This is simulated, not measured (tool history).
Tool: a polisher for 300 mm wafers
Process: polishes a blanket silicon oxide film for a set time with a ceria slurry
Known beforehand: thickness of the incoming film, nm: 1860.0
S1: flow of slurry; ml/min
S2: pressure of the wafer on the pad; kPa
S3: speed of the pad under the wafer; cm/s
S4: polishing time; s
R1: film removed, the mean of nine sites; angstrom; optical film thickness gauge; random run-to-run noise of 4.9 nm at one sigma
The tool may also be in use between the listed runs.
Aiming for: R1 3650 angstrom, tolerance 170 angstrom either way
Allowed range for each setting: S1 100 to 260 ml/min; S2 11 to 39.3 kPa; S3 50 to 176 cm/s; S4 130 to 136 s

run,day,S1,S2,S3,S4,R1
1,0,165,24.8,112,130,6493.8
2,0.025,165,21.4,110,130,5648.3
3,0.067,165,18.6,108,130,4803.1
4,0.329,165,18.6,108,136,5040.2
5,0.588,165,16.5,108,136,4366.3
6,0.875,165,16.5,108,130,4315.2
7,1.162,165,15.9,108,130,4095.7
8,1.496,165,15.2,108,130,3962.5

Next run, 4 choices. One meets every target within its allowed miss, the rest don't. Which?
A,1.829,105,17.9,112,136,?
B,1.829,165,13.8,100,135,?
C,1.829,155,18.6,80,136,?
D,1.829,205,19.3,90,130,?

move,R1
A,4560.8
B,3644.1
C,4247.9
D,4701.2
A: lands further from the targets than the last run did
B: meets every target
C: lands further from the targets than the last run did
D: lands further from the targets than the last run did
Move B is the one to make.

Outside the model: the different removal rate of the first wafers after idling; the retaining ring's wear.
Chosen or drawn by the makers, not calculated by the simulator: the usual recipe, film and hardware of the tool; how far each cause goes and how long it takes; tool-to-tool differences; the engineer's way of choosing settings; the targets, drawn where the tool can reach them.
